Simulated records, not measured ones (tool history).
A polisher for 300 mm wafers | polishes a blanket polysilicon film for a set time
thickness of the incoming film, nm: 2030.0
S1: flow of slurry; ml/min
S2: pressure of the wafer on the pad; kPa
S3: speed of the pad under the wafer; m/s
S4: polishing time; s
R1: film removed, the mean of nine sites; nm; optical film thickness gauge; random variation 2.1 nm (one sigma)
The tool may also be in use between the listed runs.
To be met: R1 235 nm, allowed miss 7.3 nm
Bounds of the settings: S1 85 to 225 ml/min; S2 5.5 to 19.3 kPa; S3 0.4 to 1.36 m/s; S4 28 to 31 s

run 1 hour=0 | S1=145 S2=12.4 S3=0.88 S4=31 | R1=140.52
run 2 hour=2.4 | S1=175 S2=12.4 S3=0.88 S4=31 | R1=147.54
run 3 hour=10.2 | S1=175 S2=11 S3=0.88 S4=31 | R1=133.94
run 4 hour=16.1 | S1=180 S2=11.7 S3=0.88 S4=31 | R1=142.17
-- hour=24.9 slurry nozzle cleaned
run 5 hour=24.9 | S1=185 S2=12.4 S3=0.88 S4=31 | R1=159.19
run 6 hour=31 | S1=185 S2=12.4 S3=0.88 S4=31 | R1=159.91
run 7 hour=35.4 | S1=200 S2=15.9 S3=0.9 S4=31 | R1=203.75
run 8 hour=37.9 | S1=210 S2=16.5 S3=0.9 S4=31 | R1=214.79
run 9 hour=46.6 | S1=215 S2=17.2 S3=0.9 S4=31 | R1=221.72

5 next moves are on the table. One of them brings every result within its allowed miss. Which?
run A hour=55.3 | S1=225 S2=15.9 S3=0.96 S4=31 | R1=?
run B hour=55.3 | S1=205 S2=18.6 S3=0.86 S4=29 | R1=?
run C hour=55.3 | S1=225 S2=16.5 S3=1.02 S4=30 | R1=?
run D hour=55.3 | S1=130 S2=17.2 S3=0.98 S4=30 | R1=?
run E hour=55.3 | S1=225 S2=17.9 S3=0.92 S4=29 | R1=?

move=A R1=219.79
move=B R1=213.38
move=C R1=232.67
move=D R1=212.88
move=E R1=221.03
A: further off than the last run
B: further off than the last run
C: meets every target
D: further off than the last run
E: further off than the last run
The right move is C.
